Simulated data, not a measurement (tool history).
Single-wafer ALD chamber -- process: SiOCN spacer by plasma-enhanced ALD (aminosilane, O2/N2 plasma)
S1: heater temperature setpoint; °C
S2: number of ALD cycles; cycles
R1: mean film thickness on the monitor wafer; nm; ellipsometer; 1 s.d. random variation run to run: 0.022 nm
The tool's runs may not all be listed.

{"run": 1, "hour": 0.0, "S1": 420, "S2": 74, "R1": 4.1824}
{"run": 2, "hour": 3.2, "S1": 420, "S2": 81, "R1": 4.5712}
{"run": 3, "hour": 11.1, "S1": 420, "S2": 86, "R1": 4.8733}
{"run": 4, "hour": 16.3, "S1": 413, "S2": 86, "R1": 4.9576}
{"run": 5, "hour": 19.3, "S1": 415, "S2": 82, "R1": 4.6963}
{"run": 6, "hour": 24.5, "S1": 417, "S2": 79, "R1": 4.465}
{"run": 7, "hour": 31.3, "S1": 418, "S2": 76, "R1": 4.2815}

Forecast run 8:
{"run": 8, "hour": 35.7, "S1": 418, "S2": 76, "R1": "?"}

R1: 4.2742 nm
